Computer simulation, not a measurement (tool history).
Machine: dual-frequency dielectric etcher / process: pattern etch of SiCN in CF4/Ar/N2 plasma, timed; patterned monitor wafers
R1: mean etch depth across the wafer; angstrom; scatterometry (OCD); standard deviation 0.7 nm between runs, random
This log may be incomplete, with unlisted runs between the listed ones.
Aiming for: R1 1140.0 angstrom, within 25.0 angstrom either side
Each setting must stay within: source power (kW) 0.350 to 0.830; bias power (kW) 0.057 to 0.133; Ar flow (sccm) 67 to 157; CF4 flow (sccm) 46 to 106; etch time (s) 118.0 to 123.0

Run 1, day 0.000: source power (kW) 0.590, bias power (kW) 0.095, Ar flow (sccm) 112, CF4 flow (sccm) 76, etch time (s) 118.0. Result: R1 1259.7 angstrom.
Run 2, day 0.071: source power (kW) 0.590, bias power (kW) 0.095, Ar flow (sccm) 112, CF4 flow (sccm) 89, etch time (s) 118.0. Result: R1 1293.8 angstrom.
Run 3, day 0.333: source power (kW) 0.570, bias power (kW) 0.095, Ar flow (sccm) 112, CF4 flow (sccm) 89, etch time (s) 118.0. Result: R1 1235.6 angstrom.
Run 4, day 0.550: source power (kW) 0.570, bias power (kW) 0.095, Ar flow (sccm) 112, CF4 flow (sccm) 89, etch time (s) 123.0. Result: R1 1303.7 angstrom.
Run 5, day 0.612: source power (kW) 0.550, bias power (kW) 0.095, Ar flow (sccm) 112, CF4 flow (sccm) 89, etch time (s) 123.0. Result: R1 1254.9 angstrom.
Run 6, day 0.817: source power (kW) 0.540, bias power (kW) 0.095, Ar flow (sccm) 112, CF4 flow (sccm) 89, etch time (s) 123.0. Result: R1 1232.2 angstrom.
Run 7, day 1.071: source power (kW) 0.530, bias power (kW) 0.095, Ar flow (sccm) 112, CF4 flow (sccm) 89, etch time (s) 123.0. Result: R1 1193.5 angstrom.
Run 8, day 1.204: source power (kW) 0.520, bias power (kW) 0.095, Ar flow (sccm) 112, CF4 flow (sccm) 89, etch time (s) 123.0. Result: R1 1179.7 angstrom.

Exercise: of the 4 proposed moves below, exactly one satisfies all targets within the stated allowed misses. Which move is it?
Run A, day 1.338: source power (kW) 0.530, bias power (kW) 0.103, Ar flow (sccm) 118, CF4 flow (sccm) 83, etch time (s) 122.5. Result: R1 ?.
Run B, day 1.338: source power (kW) 0.510, bias power (kW) 0.095, Ar flow (sccm) 117, CF4 flow (sccm) 104, etch time (s) 123.0. Result: R1 ?.
Run C, day 1.338: source power (kW) 0.530, bias power (kW) 0.105, Ar flow (sccm) 109, CF4 flow (sccm) 91, etch time (s) 118.0. Result: R1 ?.
Run D, day 1.338: source power (kW) 0.470, bias power (kW) 0.115, Ar flow (sccm) 97, CF4 flow (sccm) 98, etch time (s) 118.0. Result: R1 ?.

move      R1
   A  1230.4
   B  1180.4
   C  1225.0
   D  1147.2
A: misses by more than the last run did
B: about the same distance from the targets as the last run
C: misses by more than the last run did
D: hits every target within its allowed miss
Correct choice: D, which meets every target

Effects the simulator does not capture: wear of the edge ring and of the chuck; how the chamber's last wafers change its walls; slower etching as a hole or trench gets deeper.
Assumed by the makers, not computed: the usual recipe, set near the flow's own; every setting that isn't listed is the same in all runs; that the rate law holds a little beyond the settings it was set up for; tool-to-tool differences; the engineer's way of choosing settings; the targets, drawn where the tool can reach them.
